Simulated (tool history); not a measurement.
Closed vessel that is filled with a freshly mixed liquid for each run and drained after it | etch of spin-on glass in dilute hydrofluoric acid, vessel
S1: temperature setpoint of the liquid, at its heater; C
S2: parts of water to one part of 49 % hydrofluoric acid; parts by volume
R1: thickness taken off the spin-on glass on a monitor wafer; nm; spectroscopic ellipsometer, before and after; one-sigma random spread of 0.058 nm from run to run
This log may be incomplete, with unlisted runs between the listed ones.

Run 1, hour 0.0: S1 20.0 C, S2 285 parts by volume, time in the liquid (s) 85. Result: R1 11.812 nm.
Run 2, hour 8.9: S1 21.5 C, S2 285 parts by volume, time in the liquid (s) 85. Result: R1 12.461 nm.
Run 3, hour 11.2: S1 21.5 C, S2 285 parts by volume, time in the liquid (s) 85. Result: R1 12.245 nm.
Run 4, hour 13.3: S1 21.5 C, S2 285 parts by volume, time in the liquid (s) 95. Result: R1 13.706 nm.
Run 5, hour 16.1: S1 19.0 C, S2 285 parts by volume, time in the liquid (s) 95. Result: R1 12.664 nm.
Run 6, hour 18.0: S1 19.0 C, S2 300 parts by volume, time in the liquid (s) 95. Result: R1 11.941 nm.

Expected results for the next run?
Run 7, hour 19.7: S1 19.0 C, S2 315 parts by volume, time in the liquid (s) 95. Result: R1 ?.

{"run 7": {"R1": 11.161}}
